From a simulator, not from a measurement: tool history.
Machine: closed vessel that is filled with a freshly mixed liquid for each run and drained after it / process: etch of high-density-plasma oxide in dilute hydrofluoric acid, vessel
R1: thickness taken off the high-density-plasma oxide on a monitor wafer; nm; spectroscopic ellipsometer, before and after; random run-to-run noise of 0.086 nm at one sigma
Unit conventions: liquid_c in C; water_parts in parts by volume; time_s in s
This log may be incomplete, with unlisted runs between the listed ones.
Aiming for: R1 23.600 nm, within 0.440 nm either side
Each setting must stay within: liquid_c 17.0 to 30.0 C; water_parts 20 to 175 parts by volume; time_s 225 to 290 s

{"run": 1, "day": 0.0, "liquid_c": 22.0, "water_parts": 95, "time_s": 290, "R1": 14.819}
{"run": 2, "day": 0.058, "liquid_c": 22.0, "water_parts": 95, "time_s": 225, "R1": 11.565}
{"run": 3, "day": 0.171, "liquid_c": 22.0, "water_parts": 95, "time_s": 225, "R1": 11.55}
{"run": 4, "day": 0.354, "liquid_c": 23.5, "water_parts": 90, "time_s": 225, "R1": 12.967}
{"run": 5, "day": 0.388, "liquid_c": 25.0, "water_parts": 90, "time_s": 225, "R1": 13.808}
{"run": 6, "day": 0.696, "liquid_c": 26.0, "water_parts": 85, "time_s": 225, "R1": 15.339}
{"run": 7, "day": 0.85, "liquid_c": 27.0, "water_parts": 80, "time_s": 225, "R1": 17.028}
{"run": 8, "day": 0.946, "liquid_c": 27.5, "water_parts": 75, "time_s": 225, "R1": 18.547}
{"run": 9, "day": 1.042, "liquid_c": 28.0, "water_parts": 70, "time_s": 225, "R1": 20.52}
{"run": 10, "day": 1.088, "liquid_c": 30.0, "water_parts": 65, "time_s": 225, "R1": 24.03}

Which single option among these 4 for the next run brings every result within its allowed miss of target? Just one does.
{"run": "A", "day": 1.133, "liquid_c": 28.0, "water_parts": 60, "time_s": 225, "R1": "?"}
{"run": "B", "day": 1.133, "liquid_c": 28.0, "water_parts": 60, "time_s": 230, "R1": "?"}
{"run": "C", "day": 1.133, "liquid_c": 29.5, "water_parts": 70, "time_s": 260, "R1": "?"}
{"run": "D", "day": 1.133, "liquid_c": 28.0, "water_parts": 65, "time_s": 240, "R1": "?"}

move=A R1=24.239
move=B R1=24.778
move=C R1=25.091
move=D R1=23.696
A: further off than the last run
B: further off than the last run
C: further off than the last run
D: in spec on every target
The right move is D.

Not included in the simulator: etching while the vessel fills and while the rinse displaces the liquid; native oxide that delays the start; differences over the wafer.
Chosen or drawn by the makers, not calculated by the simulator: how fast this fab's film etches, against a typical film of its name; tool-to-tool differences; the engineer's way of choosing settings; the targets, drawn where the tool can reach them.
